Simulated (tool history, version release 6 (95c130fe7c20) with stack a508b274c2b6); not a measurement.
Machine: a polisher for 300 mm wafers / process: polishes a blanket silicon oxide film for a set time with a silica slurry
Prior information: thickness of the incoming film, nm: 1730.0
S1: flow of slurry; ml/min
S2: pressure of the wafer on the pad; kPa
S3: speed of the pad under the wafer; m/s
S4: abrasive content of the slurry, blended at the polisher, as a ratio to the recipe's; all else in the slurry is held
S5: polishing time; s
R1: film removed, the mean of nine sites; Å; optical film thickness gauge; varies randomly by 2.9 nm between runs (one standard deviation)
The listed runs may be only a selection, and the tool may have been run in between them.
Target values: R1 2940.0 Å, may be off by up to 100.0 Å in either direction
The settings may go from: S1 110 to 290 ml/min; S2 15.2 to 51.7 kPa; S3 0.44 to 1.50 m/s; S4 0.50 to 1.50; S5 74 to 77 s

{"run": 1, "hour": 0.0, "S1": 185, "S2": 33.1, "S3": 0.96, "S4": 1.0, "S5": 74, "R1": 2077.2}
{"run": 2, "hour": 1.2, "S1": 185, "S2": 34.5, "S3": 0.96, "S4": 1.0, "S5": 74, "R1": 2114.8}
{"run": 3, "hour": 3.5, "S1": 185, "S2": 36.5, "S3": 0.96, "S4": 1.0, "S5": 74, "R1": 2237.2}
{"run": 4, "hour": 7.3, "S1": 145, "S2": 36.5, "S3": 0.96, "S4": 1.0, "S5": 74, "R1": 2176.2}
{"run": 5, "hour": 10.2, "S1": 145, "S2": 36.5, "S3": 0.96, "S4": 1.0, "S5": 74, "R1": 2199.9}
{"run": 6, "hour": 11.8, "S1": 145, "S2": 37.9, "S3": 0.96, "S4": 1.0, "S5": 74, "R1": 2281.3}
{"run": 7, "hour": 14.7, "S1": 145, "S2": 39.3, "S3": 0.96, "S4": 1.0, "S5": 74, "R1": 2319.8}
{"run": 8, "hour": 21.8, "S1": 145, "S2": 40.7, "S3": 0.96, "S4": 1.0, "S5": 74, "R1": 2430.6}
{"run": 9, "hour": 26.6, "S1": 145, "S2": 41.4, "S3": 0.96, "S4": 1.0, "S5": 74, "R1": 2434.2}
{"run": 10, "hour": 34.5, "S1": 145, "S2": 42.7, "S3": 0.96, "S4": 1.0, "S5": 74, "R1": 2525.6}

Exercise: of the 5 proposed moves below, exactly one satisfies all targets within the stated allowed misses. Which move is it?
{"run": "A", "hour": 42.4, "S1": 125, "S2": 33.8, "S3": 1.12, "S4": 0.95, "S5": 74, "R1": "?"}
{"run": "B", "hour": 42.4, "S1": 145, "S2": 41.4, "S3": 0.78, "S4": 1.2, "S5": 75, "R1": "?"}
{"run": "C", "hour": 42.4, "S1": 135, "S2": 42.1, "S3": 0.86, "S4": 1.0, "S5": 74, "R1": "?"}
{"run": "D", "hour": 42.4, "S1": 125, "S2": 49.6, "S3": 0.92, "S4": 1.15, "S5": 74, "R1": "?"}
{"run": "E", "hour": 42.4, "S1": 200, "S2": 37.2, "S3": 0.98, "S4": 0.8, "S5": 74, "R1": "?"}

move=A R1=2143.2
move=B R1=2309.0
move=C R1=2237.8
move=D R1=2947.9
move=E R1=2026.4
A: its largest miss is bigger than the last run's
B: its largest miss is bigger than the last run's
C: its largest miss is bigger than the last run's
D: all results land within tolerance of their targets
E: its largest miss is bigger than the last run's
Correct choice: D, which meets every target
